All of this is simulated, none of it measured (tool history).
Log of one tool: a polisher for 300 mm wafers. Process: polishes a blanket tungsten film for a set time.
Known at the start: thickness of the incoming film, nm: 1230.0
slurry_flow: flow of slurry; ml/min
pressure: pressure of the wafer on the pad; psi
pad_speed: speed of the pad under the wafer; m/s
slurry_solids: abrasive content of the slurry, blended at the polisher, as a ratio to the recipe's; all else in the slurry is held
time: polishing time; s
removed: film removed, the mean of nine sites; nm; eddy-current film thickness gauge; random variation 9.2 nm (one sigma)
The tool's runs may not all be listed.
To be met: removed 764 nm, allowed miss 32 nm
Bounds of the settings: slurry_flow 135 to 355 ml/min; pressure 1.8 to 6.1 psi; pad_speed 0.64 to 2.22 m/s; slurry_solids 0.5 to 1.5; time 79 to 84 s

run  hour  slurry_flow  pressure  pad_speed  slurry_solids  time  removed
  1     0          225       3.9       1.42              1    79   444.86
  2   5.3          225       4.2       1.42              1    79   480.95
  3    12          225       4.2       1.62              1    79   539.01
  4  18.9          200       4.2       1.62              1    79   534.46
  5  23.8          170       4.2       1.62              1    79   527.12
  6  28.9          170       4.2       1.28              1    79   424.41
  7  31.3          170       4.2       1.28              1    79   425.65
  8    39          170       4.5        1.3              1    79   457.45
  9    41          170       4.8       1.34              1    79   499.71
 10  42.9          170         5       1.38              1    79   534.83
 11  44.7          170       5.2        1.4              1    79   562.68
 12  53.6          170       5.3       1.42              1    79      574
 13  54.2          170       5.4       1.46              1    79   610.59
 14    61          175       6.1       1.52              1    79   714.49
 15  62.5          175       6.1       1.54              1    79   706.93
 16  68.4          175       6.1       1.56              1    79   719.72

5 next moves are on the table. One of them brings every result within its allowed miss. Which?
  A  74.3          140       6.1       1.58           1.05    79        ?
  B  74.3          205       6.1       1.62              1    84        ?
  C  74.3          210       6.1       1.64           0.95    84        ?
  D  74.3          165       6.1        1.8            0.9    84        ?
  E  74.3          185         6        1.7            0.9    79        ?

move  removed
   A   720.52
   B   816.93
   C   818.66
   D   849.41
   E   760.03
A: as far off as the last run
B: takes the result that was furthest off past its target
C: takes the result that was furthest off past its target
D: takes the result that was furthest off past its target
E: meets every target
Answer: E

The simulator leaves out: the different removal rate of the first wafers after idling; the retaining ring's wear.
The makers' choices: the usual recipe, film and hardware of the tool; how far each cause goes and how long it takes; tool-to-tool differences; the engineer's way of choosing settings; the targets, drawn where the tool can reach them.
